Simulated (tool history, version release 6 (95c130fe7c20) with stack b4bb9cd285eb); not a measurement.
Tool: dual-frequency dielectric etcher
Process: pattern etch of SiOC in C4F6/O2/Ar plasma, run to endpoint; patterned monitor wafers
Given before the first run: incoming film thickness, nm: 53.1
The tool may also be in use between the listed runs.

| run | hour | bias power (kW) | source power (kW) | endpoint time (s) |
|---|---|---|---|---|
| 1 | 0.0 | 0.572 | 0.410 | 17.728 |
| 2 | 7.4 | 0.586 | 0.410 | 17.632 |
| 3 | 15.1 | 0.600 | 0.410 | 17.530 |
| 4 | 21.6 | 0.614 | 0.410 | 17.539 |
| 5 | 23.1 | 0.629 | 0.410 | 17.190 |
| 6 | 24.7 | 0.629 | 0.370 | 17.742 |

Estimate the outcome of run 7 from the log above:
| 7 | 25.8 | 0.645 | 0.370 | ? |

{"run 7": {"endpoint time (s)": 17.679}}
